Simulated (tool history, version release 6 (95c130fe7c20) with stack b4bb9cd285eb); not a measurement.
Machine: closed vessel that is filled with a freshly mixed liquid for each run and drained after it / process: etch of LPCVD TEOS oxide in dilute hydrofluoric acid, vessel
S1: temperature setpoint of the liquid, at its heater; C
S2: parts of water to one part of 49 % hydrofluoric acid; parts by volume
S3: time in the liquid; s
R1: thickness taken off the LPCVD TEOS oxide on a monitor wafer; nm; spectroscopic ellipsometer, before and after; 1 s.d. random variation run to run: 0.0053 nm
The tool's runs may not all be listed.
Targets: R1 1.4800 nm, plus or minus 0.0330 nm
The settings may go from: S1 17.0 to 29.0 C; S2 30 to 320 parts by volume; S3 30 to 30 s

run 1 hour=0.0 | S1=21.0 S2=175 S3=30 | R1=2.2562
run 2 hour=7.7 | S1=24.5 S2=175 S3=30 | R1=2.5797
run 3 hour=9.8 | S1=22.5 S2=185 S3=30 | R1=2.2394
run 4 hour=14.2 | S1=22.5 S2=140 S3=30 | R1=3.1018
run 5 hour=18.5 | S1=19.5 S2=140 S3=30 | R1=2.7382
run 6 hour=27.1 | S1=19.5 S2=180 S3=30 | R1=2.0666
run 7 hour=35.5 | S1=19.0 S2=190 S3=30 | R1=1.8849
run 8 hour=40.8 | S1=18.5 S2=195 S3=30 | R1=1.8052
run 9 hour=49.0 | S1=18.0 S2=200 S3=30 | R1=1.7114
run 10 hour=51.5 | S1=17.5 S2=205 S3=30 | R1=1.6301
run 11 hour=53.8 | S1=17.5 S2=210 S3=30 | R1=1.5725

Exercise: of the 5 proposed moves below, exactly one satisfies all targets within the stated allowed misses. Which move is it?
run A hour=56.1 | S1=18.5 S2=205 S3=30 | R1=?
run B hour=56.1 | S1=20.0 S2=220 S3=30 | R1=?
run C hour=56.1 | S1=18.0 S2=200 S3=30 | R1=?
run D hour=56.1 | S1=17.0 S2=195 S3=30 | R1=?
run E hour=56.1 | S1=19.5 S2=235 S3=30 | R1=?

move=A R1=1.7027
move=B R1=1.6574
move=C R1=1.7193
move=D R1=1.7026
move=E R1=1.5008
A: further off than the last run
B: further off than the last run
C: further off than the last run
D: further off than the last run
E: every result lands within tolerance
E is the move that brings every result within its allowed miss.
